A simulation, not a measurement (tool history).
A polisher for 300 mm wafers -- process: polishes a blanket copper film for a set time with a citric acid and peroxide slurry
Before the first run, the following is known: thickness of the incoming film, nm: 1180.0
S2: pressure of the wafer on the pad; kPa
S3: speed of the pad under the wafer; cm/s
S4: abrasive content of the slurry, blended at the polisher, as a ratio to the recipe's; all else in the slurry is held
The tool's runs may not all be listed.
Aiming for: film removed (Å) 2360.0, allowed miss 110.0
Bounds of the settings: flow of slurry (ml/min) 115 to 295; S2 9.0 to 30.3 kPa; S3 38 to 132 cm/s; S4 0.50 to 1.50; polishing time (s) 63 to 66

Run 1, hour 0.0: flow of slurry (ml/min) 190, S2 19.3 kPa, S3 84 cm/s, S4 1.00, polishing time (s) 63. Result: film removed (Å) 1061.6.
Run 2, hour 5.9: flow of slurry (ml/min) 190, S2 19.3 kPa, S3 84 cm/s, S4 1.20, polishing time (s) 63. Result: film removed (Å) 1093.7.
Run 3, hour 7.1: flow of slurry (ml/min) 190, S2 20.7 kPa, S3 86 cm/s, S4 1.20, polishing time (s) 63. Result: film removed (Å) 1214.8.
Run 4, hour 8.7: flow of slurry (ml/min) 190, S2 22.1 kPa, S3 88 cm/s, S4 1.20, polishing time (s) 63. Result: film removed (Å) 1260.8.
Run 5, hour 12.1: flow of slurry (ml/min) 150, S2 22.1 kPa, S3 88 cm/s, S4 1.20, polishing time (s) 63. Result: film removed (Å) 1215.2.
Run 6, hour 13.3: flow of slurry (ml/min) 150, S2 22.1 kPa, S3 88 cm/s, S4 1.00, polishing time (s) 63. Result: film removed (Å) 1188.5.
Run 7, hour 16.4: flow of slurry (ml/min) 155, S2 23.4 kPa, S3 92 cm/s, S4 1.00, polishing time (s) 63. Result: film removed (Å) 1347.6.
Run 8, hour 22.6: flow of slurry (ml/min) 155, S2 23.4 kPa, S3 92 cm/s, S4 1.00, polishing time (s) 63. Result: film removed (Å) 1283.8.
Run 9, hour 28.5: flow of slurry (ml/min) 155, S2 23.4 kPa, S3 92 cm/s, S4 1.00, polishing time (s) 63. Result: film removed (Å) 1315.0.
Run 10, hour 29.2: flow of slurry (ml/min) 160, S2 24.1 kPa, S3 96 cm/s, S4 1.00, polishing time (s) 63. Result: film removed (Å) 1426.8.
Run 11, hour 30.6: flow of slurry (ml/min) 165, S2 24.8 kPa, S3 98 cm/s, S4 1.00, polishing time (s) 63. Result: film removed (Å) 1511.5.
Run 12, hour 34.6: flow of slurry (ml/min) 170, S2 25.5 kPa, S3 100 cm/s, S4 1.00, polishing time (s) 63. Result: film removed (Å) 1584.2.
Run 13, hour 39.9: flow of slurry (ml/min) 170, S2 26.2 kPa, S3 102 cm/s, S4 1.00, polishing time (s) 63. Result: film removed (Å) 1599.6.
Run 14, hour 41.8: flow of slurry (ml/min) 170, S2 26.9 kPa, S3 106 cm/s, S4 1.00, polishing time (s) 63. Result: film removed (Å) 1755.5.
Run 15, hour 50.6: flow of slurry (ml/min) 170, S2 27.6 kPa, S3 108 cm/s, S4 1.00, polishing time (s) 63. Result: film removed (Å) 1762.5.
Run 16, hour 57.4: flow of slurry (ml/min) 170, S2 28.3 kPa, S3 110 cm/s, S4 1.00, polishing time (s) 63. Result: film removed (Å) 1862.4.
Run 17, hour 66.2: flow of slurry (ml/min) 175, S2 30.3 kPa, S3 122 cm/s, S4 1.00, polishing time (s) 63. Result: film removed (Å) 2176.1.
Run 18, hour 70.0: flow of slurry (ml/min) 175, S2 30.3 kPa, S3 124 cm/s, S4 1.00, polishing time (s) 63. Result: film removed (Å) 2215.5.

Which single option among these 4 for the next run brings every result within its allowed miss of target? Just one does.
Run A, hour 73.8: flow of slurry (ml/min) 165, S2 30.3 kPa, S3 120 cm/s, S4 1.05, polishing time (s) 63. Result: film removed (Å) ?.
Run B, hour 73.8: flow of slurry (ml/min) 200, S2 30.3 kPa, S3 132 cm/s, S4 1.10, polishing time (s) 66. Result: film removed (Å) ?.
Run C, hour 73.8: flow of slurry (ml/min) 265, S2 29.6 kPa, S3 132 cm/s, S4 1.20, polishing time (s) 63. Result: film removed (Å) ?.
Run D, hour 73.8: flow of slurry (ml/min) 205, S2 28.3 kPa, S3 128 cm/s, S4 0.95, polishing time (s) 66. Result: film removed (Å) ?.

move  film removed (Å)
   A            2166.4
   B            2590.8
   C            2545.5
   D            2318.2
A: its largest miss is bigger than the last run's
B: the result that was furthest off in the last run now lies on the other side of its target
C: the result that was furthest off in the last run now lies on the other side of its target
D: every result within its allowed miss
Go with D: it meets all targets.

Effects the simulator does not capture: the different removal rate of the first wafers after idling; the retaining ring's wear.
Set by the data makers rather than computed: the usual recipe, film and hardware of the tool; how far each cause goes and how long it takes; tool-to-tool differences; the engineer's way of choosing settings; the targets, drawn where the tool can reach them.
